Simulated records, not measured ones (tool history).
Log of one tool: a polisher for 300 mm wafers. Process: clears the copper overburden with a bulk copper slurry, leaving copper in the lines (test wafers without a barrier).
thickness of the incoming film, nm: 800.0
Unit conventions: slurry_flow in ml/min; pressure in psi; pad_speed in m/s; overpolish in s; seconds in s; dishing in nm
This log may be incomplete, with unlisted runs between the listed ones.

{"run": 1, "hour": 0.0, "slurry_flow": 195, "pressure": 2.9, "pad_speed": 1.3, "slurry_solids": 1.0, "overpolish": 17, "seconds": 58.206, "dishing": 103.97}
{"run": 2, "hour": 7.6, "slurry_flow": 195, "pressure": 2.9, "pad_speed": 1.3, "slurry_solids": 1.1, "overpolish": 17, "seconds": 54.774, "dishing": 106.06}
{"run": 3, "hour": 8.6, "slurry_flow": 195, "pressure": 2.9, "pad_speed": 1.5, "slurry_solids": 1.1, "overpolish": 17, "seconds": 48.078, "dishing": 116.48}
{"run": 4, "hour": 9.2, "slurry_flow": 195, "pressure": 2.9, "pad_speed": 1.5, "slurry_solids": 1.0, "overpolish": 17, "seconds": 50.703, "dishing": 114.51}
{"run": 5, "hour": 17.1, "slurry_flow": 195, "pressure": 2.9, "pad_speed": 1.8, "slurry_solids": 1.0, "overpolish": 17, "seconds": 40.978, "dishing": 119.51}
{"run": 6, "hour": 26.1, "slurry_flow": 195, "pressure": 2.9, "pad_speed": 1.8, "slurry_solids": 1.15, "overpolish": 17, "seconds": 40.232, "dishing": 125.4}
{"run": 7, "hour": 33.4, "slurry_flow": 195, "pressure": 2.5, "pad_speed": 1.78, "slurry_solids": 1.15, "overpolish": 15, "seconds": 47.034, "dishing": 105.07}
{"run": 8, "hour": 39.3, "slurry_flow": 195, "pressure": 2.3, "pad_speed": 1.78, "slurry_solids": 1.15, "overpolish": 13, "seconds": 49.917, "dishing": 89.122}

For run 9, what comes out?
{"run": 9, "hour": 42.3, "slurry_flow": 195, "pressure": 2.3, "pad_speed": 1.78, "slurry_solids": 1.15, "overpolish": 13, "seconds": "?", "dishing": "?"}

seconds: 49.973 s
dishing: 90.197 nm
